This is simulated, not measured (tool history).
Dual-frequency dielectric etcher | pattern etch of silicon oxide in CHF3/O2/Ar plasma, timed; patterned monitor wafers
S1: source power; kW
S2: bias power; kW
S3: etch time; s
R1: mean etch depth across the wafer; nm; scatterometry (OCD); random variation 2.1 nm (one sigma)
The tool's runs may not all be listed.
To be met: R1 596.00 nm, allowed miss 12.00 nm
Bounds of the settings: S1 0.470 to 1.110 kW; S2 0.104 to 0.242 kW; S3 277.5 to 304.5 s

Run 1, hour 0.0: S1 0.790 kW, S2 0.173 kW, S3 304.5 s. Result: R1 656.19 nm.
Run 2, hour 6.8: S1 0.770 kW, S2 0.172 kW, S3 304.5 s. Result: R1 654.53 nm.
Run 3, hour 8.1: S1 0.770 kW, S2 0.191 kW, S3 304.5 s. Result: R1 669.21 nm.
Run 4, hour 9.6: S1 0.710 kW, S2 0.191 kW, S3 304.5 s. Result: R1 649.72 nm.
Run 5, hour 17.8: S1 0.710 kW, S2 0.164 kW, S3 304.5 s. Result: R1 627.07 nm.
Run 6, hour 23.6: S1 0.830 kW, S2 0.164 kW, S3 304.5 s. Result: R1 662.76 nm.
Run 7, hour 27.0: S1 0.800 kW, S2 0.162 kW, S3 304.0 s. Result: R1 655.07 nm.
Run 8, hour 28.6: S1 0.780 kW, S2 0.161 kW, S3 303.5 s. Result: R1 642.40 nm.

4 next moves are on the table. One of them brings every result within its allowed miss. Which?
Run A, hour 30.2: S1 0.850 kW, S2 0.147 kW, S3 288.5 s. Result: R1 ?.
Run B, hour 30.2: S1 0.840 kW, S2 0.171 kW, S3 283.0 s. Result: R1 ?.
Run C, hour 30.2: S1 0.720 kW, S2 0.169 kW, S3 304.5 s. Result: R1 ?.
Run D, hour 30.2: S1 0.700 kW, S2 0.187 kW, S3 284.0 s. Result: R1 ?.

move      R1
   A  621.25
   B  627.35
   C  636.73
   D  602.06
A: nearer than the last run, and not there yet
B: nearer than the last run, and not there yet
C: nearer than the last run, and not there yet
D: meets every target
Move D is the one to make.
